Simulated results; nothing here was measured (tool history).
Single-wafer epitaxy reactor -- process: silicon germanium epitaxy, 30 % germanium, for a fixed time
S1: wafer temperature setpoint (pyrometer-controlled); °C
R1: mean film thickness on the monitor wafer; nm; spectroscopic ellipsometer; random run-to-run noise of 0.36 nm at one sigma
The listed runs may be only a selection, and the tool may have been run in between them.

{"run": 1, "hour": 0.0, "S1": 605, "chamber pressure (mTorr)": 17200, "R1": 60.273}
{"run": 2, "hour": 5.0, "S1": 609, "chamber pressure (mTorr)": 17200, "R1": 65.908}
{"run": 3, "hour": 12.6, "S1": 609, "chamber pressure (mTorr)": 19200, "R1": 68.104}
{"run": 4, "hour": 14.1, "S1": 610, "chamber pressure (mTorr)": 19200, "R1": 69.891}
{"run": 5, "hour": 17.6, "S1": 610, "chamber pressure (mTorr)": 16700, "R1": 66.605}
{"run": 6, "hour": 19.4, "S1": 611, "chamber pressure (mTorr)": 16700, "R1": 67.633}
{"run": 7, "hour": 28.3, "S1": 611, "chamber pressure (mTorr)": 16700, "R1": 67.532}
{"run": 8, "hour": 33.0, "S1": 612, "chamber pressure (mTorr)": 16700, "R1": 69.3}

Run 9 has not been measured yet. What should we expect?
{"run": 9, "hour": 34.1, "S1": 613, "chamber pressure (mTorr)": 16700, "R1": "?"}

{"run 9": {"R1": 70.263}}
